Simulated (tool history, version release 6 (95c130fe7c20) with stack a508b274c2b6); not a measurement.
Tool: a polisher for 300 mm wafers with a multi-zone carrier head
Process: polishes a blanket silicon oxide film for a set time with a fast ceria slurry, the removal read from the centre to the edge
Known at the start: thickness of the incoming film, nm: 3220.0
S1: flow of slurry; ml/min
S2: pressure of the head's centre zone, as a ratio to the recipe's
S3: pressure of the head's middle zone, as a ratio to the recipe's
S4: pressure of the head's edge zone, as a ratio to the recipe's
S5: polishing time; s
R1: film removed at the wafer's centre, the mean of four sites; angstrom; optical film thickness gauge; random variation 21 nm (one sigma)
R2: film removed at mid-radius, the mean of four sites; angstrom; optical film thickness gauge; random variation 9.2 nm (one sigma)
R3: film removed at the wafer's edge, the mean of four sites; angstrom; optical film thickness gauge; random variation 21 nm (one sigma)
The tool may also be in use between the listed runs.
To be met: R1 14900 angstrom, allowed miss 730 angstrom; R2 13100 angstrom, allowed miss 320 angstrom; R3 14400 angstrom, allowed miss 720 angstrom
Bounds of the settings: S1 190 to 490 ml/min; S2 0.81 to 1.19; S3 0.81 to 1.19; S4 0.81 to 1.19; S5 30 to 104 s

run 1 hour=0.0 | S1=315 S2=1.00 S3=1.00 S4=1.00 S5=67 | R1=11131 R2=10038 R3=10107
run 2 hour=4.6 | S1=315 S2=1.00 S3=1.03 S4=1.00 S5=67 | R1=11351 R2=10311 R3=10216
run 3 hour=8.2 | S1=310 S2=1.01 S3=1.03 S4=1.05 S5=72 | R1=12857 R2=11036 R3=11505
run 4 hour=16.4 | S1=310 S2=1.01 S3=1.09 S4=1.05 S5=72 | R1=12498 R2=11463 R3=11253
run 5 hour=20.7 | S1=310 S2=1.01 S3=1.09 S4=1.00 S5=72 | R1=12642 R2=11716 R3=11291
run 6 hour=22.2 | S1=290 S2=1.00 S3=1.09 S4=1.05 S5=76 | R1=12856 R2=12165 R3=11718
-- hour=26.8 centre zone pressure recalibrated
run 7 hour=26.8 | S1=330 S2=0.99 S3=1.09 S4=1.09 S5=77 | R1=12100 R2=12535 R3=12627
run 8 hour=28.7 | S1=340 S2=1.02 S3=1.08 S4=1.11 S5=78 | R1=12435 R2=12517 R3=13011
run 9 hour=36.0 | S1=335 S2=1.05 S3=1.08 S4=1.12 S5=79 | R1=13087 R2=12851 R3=12862
run 10 hour=42.5 | S1=325 S2=1.05 S3=1.05 S4=1.13 S5=81 | R1=12949 R2=12861 R3=13506

4 next moves are on the table. One of them brings every result within its allowed miss. Which?
run A hour=49.0 | S1=220 S2=1.16 S3=1.02 S4=0.96 S5=88 | R1=? R2=? R3=?
run B hour=49.0 | S1=190 S2=1.05 S3=0.92 S4=0.95 S5=99 | R1=? R2=? R3=?
run C hour=49.0 | S1=450 S2=0.85 S3=1.02 S4=1.19 S5=81 | R1=? R2=? R3=?
run D hour=49.0 | S1=480 S2=0.95 S3=1.05 S4=1.19 S5=79 | R1=? R2=? R3=?

move=A R1=14567 R2=13032 R3=12976
move=B R1=14425 R2=13114 R3=14276
move=C R1=10727 R2=12950 R3=14082
move=D R1=11730 R2=12993 R3=13774
A: brings the result that was furthest off to its target, and leaves another outside
B: meets every target
C: further off than the last run
D: further off than the last run
Move B is the one to make.
